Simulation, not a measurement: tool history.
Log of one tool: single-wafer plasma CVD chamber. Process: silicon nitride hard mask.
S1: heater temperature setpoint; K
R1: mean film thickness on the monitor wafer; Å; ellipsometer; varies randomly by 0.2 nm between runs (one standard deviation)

{"run": 1, "hour": 0.0, "S1": 658.15, "chamber pressure (Pa)": 151, "RF power (kW)": 0.25, "deposition time (s)": 55.8, "R1": 562.2}
{"run": 2, "hour": 4.0, "S1": 658.15, "chamber pressure (Pa)": 151, "RF power (kW)": 0.25, "deposition time (s)": 55.8, "R1": 561.36}
{"run": 3, "hour": 6.5, "S1": 658.15, "chamber pressure (Pa)": 151, "RF power (kW)": 0.26, "deposition time (s)": 55.8, "R1": 577.52}
{"run": 4, "hour": 13.8, "S1": 666.15, "chamber pressure (Pa)": 151, "RF power (kW)": 0.26, "deposition time (s)": 55.8, "R1": 574.25}
{"run": 5, "hour": 18.3, "S1": 666.15, "chamber pressure (Pa)": 151, "RF power (kW)": 0.26, "deposition time (s)": 57.5, "R1": 591.98}
{"run": 6, "hour": 22.5, "S1": 666.15, "chamber pressure (Pa)": 151, "RF power (kW)": 0.235, "deposition time (s)": 57.5, "R1": 550.31}
{"run": 7, "hour": 23.9, "S1": 666.15, "chamber pressure (Pa)": 155, "RF power (kW)": 0.24, "deposition time (s)": 57.5, "R1": 571.16}
{"run": 8, "hour": 32.0, "S1": 666.15, "chamber pressure (Pa)": 159, "RF power (kW)": 0.24, "deposition time (s)": 57.5, "R1": 571.59}
{"run": 9, "hour": 36.4, "S1": 666.15, "chamber pressure (Pa)": 163, "RF power (kW)": 0.245, "deposition time (s)": 57.5, "R1": 584.31}
{"run": 10, "hour": 41.7, "S1": 666.15, "chamber pressure (Pa)": 167, "RF power (kW)": 0.245, "deposition time (s)": 57.5, "R1": 589.29}
{"run": 11, "hour": 47.6, "S1": 666.15, "chamber pressure (Pa)": 169, "RF power (kW)": 0.245, "deposition time (s)": 57.5, "R1": 596.82}
{"run": 12, "hour": 53.9, "S1": 666.15, "chamber pressure (Pa)": 173, "RF power (kW)": 0.245, "deposition time (s)": 57.5, "R1": 593.96}
{"run": 13, "hour": 58.0, "S1": 666.15, "chamber pressure (Pa)": 173, "RF power (kW)": 0.245, "deposition time (s)": 57.5, "R1": 596.17}

Run 14 comes next. What will it give?
{"run": 14, "hour": 58.8, "S1": 666.15, "chamber pressure (Pa)": 176, "RF power (kW)": 0.25, "deposition time (s)": 57.5, "R1": "?"}

{"run 14": {"R1": 609.11}}

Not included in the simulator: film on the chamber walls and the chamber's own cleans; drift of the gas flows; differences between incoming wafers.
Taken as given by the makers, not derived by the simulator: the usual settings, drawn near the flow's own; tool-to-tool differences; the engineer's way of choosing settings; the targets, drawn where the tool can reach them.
